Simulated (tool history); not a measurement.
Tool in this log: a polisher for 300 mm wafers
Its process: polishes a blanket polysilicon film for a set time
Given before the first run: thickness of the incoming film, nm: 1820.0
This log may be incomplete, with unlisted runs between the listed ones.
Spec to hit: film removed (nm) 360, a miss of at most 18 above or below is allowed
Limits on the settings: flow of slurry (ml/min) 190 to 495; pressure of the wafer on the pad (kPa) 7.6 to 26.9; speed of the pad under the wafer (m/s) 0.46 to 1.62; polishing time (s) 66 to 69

| run | hour | flow of slurry (ml/min) | pressure of the wafer on the pad (kPa) | speed of the pad under the wafer (m/s) | polishing time (s) | film removed (nm) |
|---|---|---|---|---|---|---|
| 1 | 0 | 320 | 17.2 | 1.04 | 66 | 521.79 |
| 2 | 1.8 | 360 | 17.2 | 1.04 | 66 | 517.73 |
| 3 | 4.2 | 415 | 17.2 | 1.04 | 66 | 505.99 |
| 4 | 11.7 | 415 | 17.2 | 1.04 | 69 | 537.72 |
| 5 | 15.7 | 415 | 19.3 | 1.04 | 69 | 597.84 |
| 6 | 19.5 | 415 | 17.2 | 1.02 | 69 | 526.64 |
| 7 | 21.6 | 415 | 15.9 | 1.02 | 69 | 491.44 |
| 8 | 22.4 | 415 | 14.5 | 1.02 | 69 | 454.48 |
| 9 | 25.5 | 415 | 13.8 | 1.02 | 69 | 437.32 |
| 10 | 26 | 415 | 13.1 | 1.02 | 69 | 403.9 |
| 11 | 32.3 | 415 | 13.1 | 1.02 | 69 | 417.81 |
| 12 | 32.9 | 415 | 13.1 | 1.02 | 69 | 414.1 |
| 13 | 37.3 | 415 | 12.4 | 1.02 | 69 | 402.23 |
| 14 | 43.9 | 415 | 10.3 | 1 | 69 | 346.87 |

Exactly one of the 5 candidate moves below puts every result within its allowed miss. Which one?
| A | 50.5 | 440 | 10.3 | 1.02 | 67 | ? |
| B | 50.5 | 260 | 7.6 | 1.38 | 66 | ? |
| C | 50.5 | 325 | 12.4 | 0.98 | 66 | ? |
| D | 50.5 | 380 | 13.1 | 0.78 | 66 | ? |
| E | 50.5 | 475 | 9.7 | 1.06 | 66 | ? |

| move | film removed (nm) |
|---|---|
| A | 328.39 |
| B | 323.62 |
| C | 356.59 |
| D | 303.25 |
| E | 318.23 |
A: moves away from the targets compared with the last run
B: moves away from the targets compared with the last run
C: every result lands within tolerance
D: moves away from the targets compared with the last run
E: moves away from the targets compared with the last run
Answer: C

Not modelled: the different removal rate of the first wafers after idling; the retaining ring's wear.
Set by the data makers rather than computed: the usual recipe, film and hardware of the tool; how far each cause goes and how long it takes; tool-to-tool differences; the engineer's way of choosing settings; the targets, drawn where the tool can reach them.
